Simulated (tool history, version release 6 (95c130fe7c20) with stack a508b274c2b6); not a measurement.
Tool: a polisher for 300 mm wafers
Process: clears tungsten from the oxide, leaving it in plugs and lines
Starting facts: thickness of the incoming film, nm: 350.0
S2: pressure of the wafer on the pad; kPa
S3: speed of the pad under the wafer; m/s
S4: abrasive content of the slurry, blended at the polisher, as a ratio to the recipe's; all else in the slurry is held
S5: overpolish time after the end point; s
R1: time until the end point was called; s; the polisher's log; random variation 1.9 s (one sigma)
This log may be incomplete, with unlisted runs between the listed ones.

Run 1, hour 0: flow of slurry (ml/min) 170, S2 32.4 kPa, S3 1.26 m/s, S4 1, S5 4 s. Result: R1 42.832 s.
Run 2, hour 2.9: flow of slurry (ml/min) 170, S2 27.6 kPa, S3 1.26 m/s, S4 1, S5 4 s. Result: R1 50.518 s.
Run 3, hour 5.2: flow of slurry (ml/min) 170, S2 20.7 kPa, S3 1.26 m/s, S4 1, S5 4 s. Result: R1 66.063 s.
Run 4, hour 13.2: flow of slurry (ml/min) 170, S2 19.3 kPa, S3 1.16 m/s, S4 1, S5 4 s. Result: R1 74.608 s.
Run 5, hour 20.1: flow of slurry (ml/min) 170, S2 19.3 kPa, S3 1.16 m/s, S4 1.1, S5 4 s. Result: R1 73.995 s.
Run 6, hour 28.4: flow of slurry (ml/min) 170, S2 22.1 kPa, S3 1.16 m/s, S4 1.1, S5 4 s. Result: R1 65.986 s.
Run 7, hour 30.2: flow of slurry (ml/min) 170, S2 20.7 kPa, S3 1.06 m/s, S4 1.1, S5 4 s. Result: R1 76.465 s.

Predict the results of run 8:
Run 8, hour 35: flow of slurry (ml/min) 170, S2 19.3 kPa, S3 1 m/s, S4 1.1, S5 4 s. Result: R1 ?.

For run 8 the tool returned R1 85.278 s.
